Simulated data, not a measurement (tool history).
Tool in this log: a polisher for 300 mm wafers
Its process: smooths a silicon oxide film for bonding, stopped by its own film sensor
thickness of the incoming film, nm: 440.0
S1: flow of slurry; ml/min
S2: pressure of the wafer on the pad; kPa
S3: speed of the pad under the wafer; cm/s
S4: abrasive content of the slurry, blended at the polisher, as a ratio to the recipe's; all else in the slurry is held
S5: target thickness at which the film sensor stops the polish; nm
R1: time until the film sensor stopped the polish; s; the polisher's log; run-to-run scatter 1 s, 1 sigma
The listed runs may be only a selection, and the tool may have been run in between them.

run	hour	S1	S2	S3	S4	S5	R1
1	0.0	195	11.7	96	1.0	419	45.005
2	5.2	195	11.7	116	1.0	419	38.626
3	9.8	195	9.7	116	1.0	419	47.133
4	12.5	195	9.7	134	1.0	419	41.582
5	15.1	190	8.3	120	1.0	419	52.333
6	19.1	190	7.6	110	1.0	419	60.667
7	25.3	190	6.9	102	1.0	419	72.314
8	32.0	190	6.2	100	1.0	419	80.913

Forecast run 9:
9	38.1	190	6.2	98	1.0	419	?

R1: 82.977 s

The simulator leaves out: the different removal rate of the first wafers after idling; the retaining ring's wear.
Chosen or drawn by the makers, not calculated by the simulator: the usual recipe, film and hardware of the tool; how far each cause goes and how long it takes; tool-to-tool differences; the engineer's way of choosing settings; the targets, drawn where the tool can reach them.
